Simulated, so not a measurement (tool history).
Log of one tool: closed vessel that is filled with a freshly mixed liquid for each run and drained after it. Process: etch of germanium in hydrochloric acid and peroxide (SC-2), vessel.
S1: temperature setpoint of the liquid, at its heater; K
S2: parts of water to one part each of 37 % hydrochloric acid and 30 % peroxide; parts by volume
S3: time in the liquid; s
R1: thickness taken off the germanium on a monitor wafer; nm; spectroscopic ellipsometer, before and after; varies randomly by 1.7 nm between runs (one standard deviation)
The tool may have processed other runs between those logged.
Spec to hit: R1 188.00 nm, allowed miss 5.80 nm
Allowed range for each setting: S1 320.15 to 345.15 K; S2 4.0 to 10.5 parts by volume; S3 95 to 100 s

run    day      S1   S2   S3      R1
  1  0.000  336.15  5.5   95  280.38
  2  0.221  336.15  5.5   95  285.26
  3  0.558  336.15  5.5  100  296.41
  4  0.900  332.65  5.5  100  265.95
  5  1.167  332.65  4.5  100  270.80
  6  1.462  332.65  4.5   95  253.76
  7  1.538  330.65  4.5   95  239.42
  8  1.812  328.65  4.5   95  223.76
  9  1.992  327.15  4.5   95  220.02
 10  2.158  325.65  4.5   95  206.01
 11  2.412  325.15  4.5   95  201.91
 12  2.612  324.65  4.5   95  200.96
 13  2.729  324.15  4.5   95  198.58

Which single option among these 5 for the next run brings every result within its allowed miss of target? Just one does.
  A  2.846  323.15  6.0   95   ?
  B  2.846  323.65  5.5  100   ?
  C  2.846  325.65  4.5   95   ?
  D  2.846  324.15  4.5  100   ?
  E  2.846  325.15  4.5  100   ?

move      R1
   A  192.17
   B  206.19
   C  209.82
   D  210.54
   E  217.38
A: all results land within tolerance of their targets
B: further off than the last run
C: further off than the last run
D: further off than the last run
E: further off than the last run
The right move is A.
